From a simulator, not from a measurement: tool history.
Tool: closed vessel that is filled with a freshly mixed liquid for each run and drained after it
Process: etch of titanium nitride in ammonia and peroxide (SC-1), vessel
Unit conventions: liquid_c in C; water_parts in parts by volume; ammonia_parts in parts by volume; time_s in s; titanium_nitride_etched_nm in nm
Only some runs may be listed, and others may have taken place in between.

run  hour  liquid_c  water_parts  ammonia_parts  time_s  titanium_nitride_etched_nm
  1     0        57          6.5            0.8      85                      12.881
  2   9.2        57          6.5            0.8      85                      12.875
  3  10.9        54          6.5            0.8      85                       10.51
  4  17.3      48.5          6.5            0.8      85                      7.2033
  5  21.2        43          6.5            0.8      85                      4.8985
  6  22.1        43          6.5              1      85                      4.9724
  7  26.4        44          6.5              1      85                       5.426

What will run 8 give?
  8  31.5      44.5          6.5              1      85                           ?

Run 8 measured titanium_nitride_etched_nm 5.6082 nm.
